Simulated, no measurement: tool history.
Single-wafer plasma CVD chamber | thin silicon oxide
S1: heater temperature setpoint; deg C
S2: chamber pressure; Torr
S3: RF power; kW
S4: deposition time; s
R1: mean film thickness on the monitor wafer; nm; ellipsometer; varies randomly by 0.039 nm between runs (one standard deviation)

{"run": 1, "hour": 0.0, "S1": 420, "S2": 0.91, "S3": 0.285, "S4": 8.2, "R1": 17.122}
{"run": 2, "hour": 3.2, "S1": 420, "S2": 0.91, "S3": 0.265, "S4": 8.2, "R1": 16.597}
{"run": 3, "hour": 11.6, "S1": 424, "S2": 0.91, "S3": 0.265, "S4": 8.2, "R1": 16.569}
{"run": 4, "hour": 15.7, "S1": 415, "S2": 0.91, "S3": 0.265, "S4": 8.2, "R1": 16.564}
{"run": 5, "hour": 16.4, "S1": 415, "S2": 0.853, "S3": 0.265, "S4": 8.2, "R1": 15.58}
{"run": 6, "hour": 21.6, "S1": 409, "S2": 0.853, "S3": 0.265, "S4": 8.2, "R1": 15.587}
{"run": 7, "hour": 23.8, "S1": 409, "S2": 0.81, "S3": 0.265, "S4": 8.2, "R1": 14.823}
{"run": 8, "hour": 26.8, "S1": 409, "S2": 0.778, "S3": 0.265, "S4": 8.2, "R1": 14.296}
{"run": 9, "hour": 30.2, "S1": 409, "S2": 0.752, "S3": 0.265, "S4": 8.2, "R1": 13.613}
{"run": 10, "hour": 31.2, "S1": 409, "S2": 0.617, "S3": 0.265, "S4": 8.2, "R1": 10.559}
{"run": 11, "hour": 36.9, "S1": 407, "S2": 0.625, "S3": 0.265, "S4": 8.2, "R1": 10.735}
{"run": 12, "hour": 38.3, "S1": 406, "S2": 0.633, "S3": 0.265, "S4": 8.2, "R1": 10.88}
{"run": 13, "hour": 45.1, "S1": 405, "S2": 0.757, "S3": 0.265, "S4": 8.2, "R1": 13.731}
{"run": 14, "hour": 49.5, "S1": 409, "S2": 0.755, "S3": 0.265, "S4": 8.2, "R1": 13.713}
{"run": 15, "hour": 58.4, "S1": 413, "S2": 0.753, "S3": 0.265, "S4": 8.2, "R1": 13.519}
{"run": 16, "hour": 59.1, "S1": 413, "S2": 0.74, "S3": 0.265, "S4": 8.2, "R1": 13.373}
{"run": 17, "hour": 61.0, "S1": 413, "S2": 0.728, "S3": 0.265, "S4": 8.2, "R1": 13.027}
{"run": 18, "hour": 63.1, "S1": 413, "S2": 0.719, "S3": 0.265, "S4": 8.2, "R1": 12.881}
{"run": 19, "hour": 64.2, "S1": 413, "S2": 0.711, "S3": 0.265, "S4": 8.2, "R1": 12.682}
{"run": 20, "hour": 69.1, "S1": 413, "S2": 0.705, "S3": 0.265, "S4": 8.2, "R1": 12.52}
{"run": 21, "hour": 74.8, "S1": 413, "S2": 0.7, "S3": 0.265, "S4": 8.2, "R1": 12.33}
{"run": 22, "hour": 77.6, "S1": 413, "S2": 0.666, "S3": 0.265, "S4": 8.2, "R1": 11.64}

Run 23, settings as shown, results not yet in. Your forecast:
{"run": 23, "hour": 79.9, "S1": 412, "S2": 0.668, "S3": 0.265, "S4": 8.2, "R1": "?"}

R1: 11.694 nm
